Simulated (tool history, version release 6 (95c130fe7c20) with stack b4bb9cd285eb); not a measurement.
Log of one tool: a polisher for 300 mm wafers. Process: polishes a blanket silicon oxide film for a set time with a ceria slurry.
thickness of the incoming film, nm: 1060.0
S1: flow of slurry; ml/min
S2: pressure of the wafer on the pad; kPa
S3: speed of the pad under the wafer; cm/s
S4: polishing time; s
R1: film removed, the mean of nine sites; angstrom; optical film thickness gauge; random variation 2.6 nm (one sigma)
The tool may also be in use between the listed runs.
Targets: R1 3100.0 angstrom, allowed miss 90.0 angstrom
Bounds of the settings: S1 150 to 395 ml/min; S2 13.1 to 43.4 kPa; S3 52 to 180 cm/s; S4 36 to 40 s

run  hour   S1    S2   S3  S4      R1
  1   0.0  250  28.3  116  40  2022.3
  2   0.7  205  28.3  116  40  1999.6
  3   4.3  240  28.3  116  40  2039.9
  4  13.1  240  28.3  116  40  2034.6
  5  13.9  240  28.3  116  36  1830.1
  6  19.8  240  30.3  116  36  1960.2
  7  23.7  240  32.4  118  36  2100.6
  8  29.7  240  33.8  120  36  2266.9
  9  38.3  240  35.2  120  36  2310.7
 10  45.2  240  35.2  120  36  2342.5
 11  50.8  240  36.5  120  36  2408.2
     53.0  -- worn pad replaced by a new one
 12  53.0  240  37.2  122  36  2800.0
 13  61.0  240  38.6  122  36  2882.4

Which of these 4 next moves meets every target?
  A  69.0  150  36.5  132  37   ?
  B  69.0  185  43.4  106  40   ?
  C  69.0  240  37.2  126  37   ?
  D  69.0  270  38.6  112  39   ?

move      R1
   A  2883.2
   B  3076.0
   C  2985.0
   D  2943.0
A: as far off as the last run
B: meets every target
C: nearer than the last run, and not there yet
D: nearer than the last run, and not there yet
Move B is the one to make.
